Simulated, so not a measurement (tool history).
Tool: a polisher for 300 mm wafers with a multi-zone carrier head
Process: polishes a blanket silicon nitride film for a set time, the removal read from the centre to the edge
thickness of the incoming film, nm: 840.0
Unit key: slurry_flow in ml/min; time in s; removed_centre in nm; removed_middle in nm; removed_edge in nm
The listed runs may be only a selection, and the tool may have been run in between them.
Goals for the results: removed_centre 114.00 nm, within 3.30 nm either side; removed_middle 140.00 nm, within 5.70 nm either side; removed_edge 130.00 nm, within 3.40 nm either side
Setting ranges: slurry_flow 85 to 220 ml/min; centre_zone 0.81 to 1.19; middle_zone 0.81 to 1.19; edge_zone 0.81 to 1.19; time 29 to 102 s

| run | day | slurry_flow | centre_zone | middle_zone | edge_zone | time | removed_centre | removed_middle | removed_edge |
|---|---|---|---|---|---|---|---|---|---|
| 1 | 0.000 | 140 | 1.00 | 1.00 | 1.00 | 65 | 119.93 | 117.44 | 117.67 |
| 2 | 0.354 | 145 | 0.97 | 1.04 | 1.03 | 66 | 118.52 | 124.08 | 120.64 |
| 3 | 0.621 | 150 | 0.95 | 1.06 | 1.06 | 67 | 119.56 | 128.41 | 124.40 |
| 4 | 0.750 | 150 | 0.95 | 0.99 | 1.06 | 67 | 120.48 | 120.36 | 124.35 |
| 5 | 0.879 | 150 | 0.93 | 1.03 | 1.08 | 68 | 119.13 | 123.92 | 128.49 |
| 6 | 1.083 | 175 | 0.93 | 1.03 | 1.08 | 68 | 123.86 | 128.42 | 131.51 |
| 7 | 1.304 | 170 | 0.91 | 1.06 | 1.08 | 68 | 120.23 | 131.98 | 129.46 |
| 8 | 1.362 | 165 | 0.90 | 1.08 | 1.09 | 68 | 117.92 | 130.46 | 130.54 |

Consider the 5 candidate settings below. Which is the only one whose results all fall within their allowed miss of target?
| A | 1.421 | 175 | 0.83 | 1.10 | 1.01 | 70 | ? | ? | ? |
| B | 1.421 | 160 | 0.90 | 0.95 | 1.13 | 67 | ? | ? | ? |
| C | 1.421 | 160 | 0.86 | 1.04 | 1.16 | 68 | ? | ? | ? |
| D | 1.421 | 140 | 0.94 | 1.03 | 1.17 | 66 | ? | ? | ? |
| E | 1.421 | 180 | 0.90 | 1.11 | 1.09 | 69 | ? | ? | ? |

| move | removed_centre | removed_middle | removed_edge |
|---|---|---|---|
| A | 112.78 | 139.69 | 132.23 |
| B | 114.22 | 116.09 | 132.15 |
| C | 111.15 | 127.19 | 135.70 |
| D | 113.67 | 119.01 | 129.64 |
| E | 120.62 | 139.38 | 135.57 |
A: hits every target within its allowed miss
B: the biggest miss grows against the last run
C: the biggest miss grows against the last run
D: the biggest miss grows against the last run
E: the worst result of the last run now meets its target, but another is out of spec
A is the move that brings every result within its allowed miss.
